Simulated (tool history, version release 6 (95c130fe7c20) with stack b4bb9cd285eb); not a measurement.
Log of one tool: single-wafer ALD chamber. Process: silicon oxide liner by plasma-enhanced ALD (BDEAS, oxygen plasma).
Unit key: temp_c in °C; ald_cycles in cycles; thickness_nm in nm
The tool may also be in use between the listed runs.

run 1 hour=0.0 | temp_c=325 ald_cycles=61 | thickness_nm=5.6027
run 2 hour=1.9 | temp_c=314 ald_cycles=61 | thickness_nm=5.6876
run 3 hour=6.2 | temp_c=325 ald_cycles=61 | thickness_nm=5.5641
run 4 hour=14.2 | temp_c=326 ald_cycles=59 | thickness_nm=5.4083
run 5 hour=15.8 | temp_c=326 ald_cycles=53 | thickness_nm=4.8393
run 6 hour=17.7 | temp_c=331 ald_cycles=53 | thickness_nm=4.7808

The next listed run, before its measurement:
run 7 hour=20.5 | temp_c=332 ald_cycles=52 | thickness_nm=?

thickness_nm: 4.7098 nm
